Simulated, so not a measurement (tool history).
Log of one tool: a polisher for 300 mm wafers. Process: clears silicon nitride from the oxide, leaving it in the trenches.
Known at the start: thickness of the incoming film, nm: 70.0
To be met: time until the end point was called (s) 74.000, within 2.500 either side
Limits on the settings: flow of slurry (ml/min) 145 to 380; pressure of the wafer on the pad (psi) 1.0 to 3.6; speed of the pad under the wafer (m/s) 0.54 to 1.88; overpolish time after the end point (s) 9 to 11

run  hour  flow of slurry (ml/min)  pressure of the wafer on the pad (psi)  speed of the pad under the wafer (m/s)  overpolish time after the end point (s)  time until the end point was called (s)
  1   0.0                      245                                     2.3                                    1.20                                       11                                   88.109
  2   7.2                      245                                     2.3                                    1.02                                       11                                   99.404
  3  13.5                      245                                     2.3                                    1.20                                       11                                   85.949
  4  15.2                      245                                     2.7                                    1.20                                       11                                   77.769
  5  21.2                      245                                     2.3                                    1.20                                       11                                   88.075
  6  30.0                      205                                     2.3                                    1.20                                       11                                   88.997
  7  34.5                      205                                     2.5                                    1.20                                       11                                   83.932
  8  40.5                      210                                     2.6                                    1.20                                       11                                   79.958
  9  47.0                      210                                     2.7                                    1.20                                       11                                   78.870

Of the 4 settings listed for the next run, only one would bring every result within its allowed miss of target. Which one?
  A  53.5                      210                                     2.6                                    1.12                                       11                                        ?
  B  53.5                      175                                     2.7                                    1.18                                       11                                        ?
  C  53.5                      190                                     2.9                                    1.20                                       11                                        ?
  D  53.5                      190                                     2.9                                    0.96                                       11                                        ?

move  time until the end point was called (s)
   A                                   84.332
   B                                   80.439
   C                                   74.031
   D                                   87.530
A: misses by more than the last run did
B: misses by more than the last run did
C: all results land within tolerance of their targets
D: misses by more than the last run did
C is the move that brings every result within its allowed miss.

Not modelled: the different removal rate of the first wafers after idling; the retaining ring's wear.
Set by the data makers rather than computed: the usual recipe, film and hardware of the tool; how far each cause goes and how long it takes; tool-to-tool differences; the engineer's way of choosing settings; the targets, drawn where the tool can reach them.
